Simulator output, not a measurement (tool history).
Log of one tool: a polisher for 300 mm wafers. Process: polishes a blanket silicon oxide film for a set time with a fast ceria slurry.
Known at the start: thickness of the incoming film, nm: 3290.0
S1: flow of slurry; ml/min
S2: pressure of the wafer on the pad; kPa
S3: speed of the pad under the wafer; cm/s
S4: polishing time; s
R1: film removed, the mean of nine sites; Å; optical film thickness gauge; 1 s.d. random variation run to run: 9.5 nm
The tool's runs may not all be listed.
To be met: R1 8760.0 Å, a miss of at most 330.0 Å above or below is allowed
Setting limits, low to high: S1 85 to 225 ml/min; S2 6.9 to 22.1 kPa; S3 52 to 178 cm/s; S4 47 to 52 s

run,hour,S1,S2,S3,S4,R1
1,0.0,145,14.5,114,52,6994.4
2,5.4,165,14.5,114,52,7200.1
3,7.1,165,14.5,114,47,6477.5
4,8.4,165,14.5,114,47,6635.8
5,15.1,165,14.5,86,47,4925.2
6,17.5,165,14.5,106,47,6113.6
7,25.6,165,15.2,106,47,6311.8
8,31.8,165,15.9,106,47,6572.3
9,39.1,165,16.5,106,47,7025.7
10,40.7,165,18.6,106,47,7885.0
11,46.2,165,19.3,106,47,8113.5
12,47.8,165,20.0,106,47,8345.4

Which one of the following 5 next-run settings gets every result inside its allowed miss? There is exactly one.
A,49.4,160,20.7,102,47,?
B,49.4,195,21.4,92,47,?
C,49.4,170,20.0,98,48,?
D,49.4,130,19.3,108,50,?
E,49.4,135,20.7,108,49,?

move,R1
A,8213.1
B,7921.9
C,7887.7
D,8283.5
E,8756.1
A: further off than the last run
B: further off than the last run
C: further off than the last run
D: further off than the last run
E: hits every target within its allowed miss
So the answer is move E, the one that meets all the targets.

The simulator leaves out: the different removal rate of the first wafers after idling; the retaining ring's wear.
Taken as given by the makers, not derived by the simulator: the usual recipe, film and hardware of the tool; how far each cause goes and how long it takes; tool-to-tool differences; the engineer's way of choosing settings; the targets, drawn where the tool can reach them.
